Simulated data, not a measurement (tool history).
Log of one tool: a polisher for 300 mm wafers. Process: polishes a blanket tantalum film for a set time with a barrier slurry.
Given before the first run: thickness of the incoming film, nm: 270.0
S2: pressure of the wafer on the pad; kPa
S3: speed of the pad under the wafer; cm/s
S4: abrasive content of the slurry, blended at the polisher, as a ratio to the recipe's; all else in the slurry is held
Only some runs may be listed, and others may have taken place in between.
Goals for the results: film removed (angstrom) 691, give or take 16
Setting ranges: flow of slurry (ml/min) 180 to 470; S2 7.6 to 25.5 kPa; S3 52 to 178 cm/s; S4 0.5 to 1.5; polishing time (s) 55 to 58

run 1 hour=0 | flow_of_slurry_(ml/min)=300 S2=16.5 S3=114 S4=1 polishing_time_(s)=55 | film_removed_(angstrom)=1254.4
run 2 hour=8.7 | flow_of_slurry_(ml/min)=300 S2=16.5 S3=114 S4=1 polishing_time_(s)=55 | film_removed_(angstrom)=1240.3
run 3 hour=12 | flow_of_slurry_(ml/min)=300 S2=15.2 S3=114 S4=1 polishing_time_(s)=55 | film_removed_(angstrom)=1157
run 4 hour=17.8 | flow_of_slurry_(ml/min)=300 S2=15.2 S3=114 S4=1.1 polishing_time_(s)=55 | film_removed_(angstrom)=1190.7
run 5 hour=19.1 | flow_of_slurry_(ml/min)=300 S2=13.8 S3=112 S4=1.1 polishing_time_(s)=55 | film_removed_(angstrom)=1062.3
run 6 hour=22.8 | flow_of_slurry_(ml/min)=300 S2=12.4 S3=112 S4=1.1 polishing_time_(s)=55 | film_removed_(angstrom)=962.37
run 7 hour=28.4 | flow_of_slurry_(ml/min)=300 S2=11.7 S3=112 S4=1.1 polishing_time_(s)=55 | film_removed_(angstrom)=905.89
run 8 hour=36.7 | flow_of_slurry_(ml/min)=300 S2=11 S3=112 S4=1.1 polishing_time_(s)=55 | film_removed_(angstrom)=849.98
run 9 hour=40.2 | flow_of_slurry_(ml/min)=300 S2=10.3 S3=112 S4=1.1 polishing_time_(s)=55 | film_removed_(angstrom)=807.24
run 10 hour=47.3 | flow_of_slurry_(ml/min)=300 S2=9.7 S3=112 S4=1.1 polishing_time_(s)=55 | film_removed_(angstrom)=749.54

Which single option among these 5 for the next run brings every result within its allowed miss of target? Just one does.
run A hour=54.4 | flow_of_slurry_(ml/min)=310 S2=9.7 S3=104 S4=1 polishing_time_(s)=58 | film_removed_(angstrom)=?
run B hour=54.4 | flow_of_slurry_(ml/min)=445 S2=8.3 S3=106 S4=1.45 polishing_time_(s)=58 | film_removed_(angstrom)=?
run C hour=54.4 | flow_of_slurry_(ml/min)=310 S2=9 S3=102 S4=1.05 polishing_time_(s)=55 | film_removed_(angstrom)=?
run D hour=54.4 | flow_of_slurry_(ml/min)=215 S2=9 S3=106 S4=1.1 polishing_time_(s)=55 | film_removed_(angstrom)=?
run E hour=54.4 | flow_of_slurry_(ml/min)=290 S2=8.3 S3=110 S4=1.2 polishing_time_(s)=58 | film_removed_(angstrom)=?

move=A film_removed_(angstrom)=730.29
move=B film_removed_(angstrom)=726.46
move=C film_removed_(angstrom)=645.19
move=D film_removed_(angstrom)=660
move=E film_removed_(angstrom)=696.97
A: an improvement on the last run, though not all results are within tolerance
B: an improvement on the last run, though not all results are within tolerance
C: takes the result that was furthest off past its target
D: takes the result that was furthest off past its target
E: hits every target within its allowed miss
Correct choice: E, which meets every target
